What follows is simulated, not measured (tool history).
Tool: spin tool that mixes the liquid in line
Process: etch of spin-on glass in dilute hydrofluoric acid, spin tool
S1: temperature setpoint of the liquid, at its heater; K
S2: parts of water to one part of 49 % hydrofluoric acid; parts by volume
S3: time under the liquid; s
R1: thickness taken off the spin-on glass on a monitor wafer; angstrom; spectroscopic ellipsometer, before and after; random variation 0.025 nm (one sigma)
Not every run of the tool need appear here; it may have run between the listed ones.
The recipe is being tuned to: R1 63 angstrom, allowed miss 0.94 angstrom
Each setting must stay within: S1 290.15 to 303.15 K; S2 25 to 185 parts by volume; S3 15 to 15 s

run 1 hour=0 | S1=295.15 S2=105 S3=15 | R1=38.757
run 2 hour=4.9 | S1=295.15 S2=125 S3=15 | R1=31.547
run 3 hour=13.6 | S1=297.15 S2=115 S3=15 | R1=37.595
run 4 hour=20.5 | S1=297.15 S2=145 S3=15 | R1=28.9
run 5 hour=28 | S1=300.15 S2=145 S3=15 | R1=32.516
run 6 hour=31.2 | S1=300.15 S2=145 S3=15 | R1=32.283
-- hour=35 hydrofluoric acid flow meter replaced
run 7 hour=35 | S1=300.65 S2=130 S3=15 | R1=33.855
run 8 hour=36.4 | S1=301.15 S2=110 S3=15 | R1=41.95
run 9 hour=44.1 | S1=301.65 S2=100 S3=15 | R1=47.59
run 10 hour=49.4 | S1=302.15 S2=95 S3=15 | R1=51.799

Exactly one of the 5 candidate moves below puts every result within its allowed miss. Which one?
run A hour=54.7 | S1=301.65 S2=75 S3=15 | R1=?
run B hour=54.7 | S1=301.15 S2=80 S3=15 | R1=?
run C hour=54.7 | S1=303.15 S2=75 S3=15 | R1=?
run D hour=54.7 | S1=303.15 S2=80 S3=15 | R1=?
run E hour=54.7 | S1=300.65 S2=75 S3=15 | R1=?

move=A R1=65.633
move=B R1=59.924
move=C R1=69.544
move=D R1=64.721
move=E R1=63.123
A: pushes the last run's worst result past its target
B: moves toward the targets from the last run without getting all of them in spec
C: pushes the last run's worst result past its target
D: pushes the last run's worst result past its target
E: hits every target within its allowed miss
E is the move that brings every result within its allowed miss.

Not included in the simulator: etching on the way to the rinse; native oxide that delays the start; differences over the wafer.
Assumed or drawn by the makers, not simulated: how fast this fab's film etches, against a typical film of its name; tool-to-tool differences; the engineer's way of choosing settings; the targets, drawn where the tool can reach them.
